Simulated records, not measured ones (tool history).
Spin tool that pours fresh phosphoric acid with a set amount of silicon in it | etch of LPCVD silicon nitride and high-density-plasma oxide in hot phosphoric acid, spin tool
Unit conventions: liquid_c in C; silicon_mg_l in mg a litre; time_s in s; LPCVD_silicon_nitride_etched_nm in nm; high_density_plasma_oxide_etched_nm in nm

run,day,liquid_c,silicon_mg_l,time_s,LPCVD_silicon_nitride_etched_nm,high_density_plasma_oxide_etched_nm
1,0,161,9.5,180,14.171,0.68556
2,0.233,161,9.5,230,18.134,0.86596
3,0.454,161.5,7.5,205,16.332,0.8478
4,0.667,161.5,6,185,14.827,0.88279
5,0.733,161,5,170,13.401,0.6989
6,0.883,161.5,4,155,12.381,0.70023

Predict the results of run 7:
7,1.133,162,3,145,?,?

Run 7 came out at LPCVD_silicon_nitride_etched_nm 11.74 nm, high_density_plasma_oxide_etched_nm 0.69229 nm.
